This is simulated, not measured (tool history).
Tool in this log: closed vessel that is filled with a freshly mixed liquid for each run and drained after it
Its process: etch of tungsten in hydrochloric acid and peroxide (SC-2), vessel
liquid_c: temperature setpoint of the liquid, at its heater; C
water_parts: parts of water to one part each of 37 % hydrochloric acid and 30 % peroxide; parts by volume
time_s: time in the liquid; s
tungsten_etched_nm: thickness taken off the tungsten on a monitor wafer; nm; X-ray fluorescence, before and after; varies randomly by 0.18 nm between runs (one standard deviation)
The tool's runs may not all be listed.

{"run": 1, "hour": 0.0, "liquid_c": 51.0, "water_parts": 11, "time_s": 280, "tungsten_etched_nm": 44.198}
{"run": 2, "hour": 1.7, "liquid_c": 49.5, "water_parts": 11, "time_s": 280, "tungsten_etched_nm": 40.438}
{"run": 3, "hour": 10.0, "liquid_c": 48.5, "water_parts": 11, "time_s": 280, "tungsten_etched_nm": 37.783}
{"run": 4, "hour": 19.0, "liquid_c": 48.0, "water_parts": 11, "time_s": 280, "tungsten_etched_nm": 36.555}
{"run": 5, "hour": 27.9, "liquid_c": 55.0, "water_parts": 11, "time_s": 280, "tungsten_etched_nm": 58.072}
{"run": 6, "hour": 35.7, "liquid_c": 52.5, "water_parts": 11, "time_s": 280, "tungsten_etched_nm": 49.042}

Estimate the outcome of run 7 from the log above:
{"run": 7, "hour": 43.0, "liquid_c": 46.0, "water_parts": 11, "time_s": 280, "tungsten_etched_nm": "?"}

For run 7 the tool returned tungsten_etched_nm 31.816 nm.
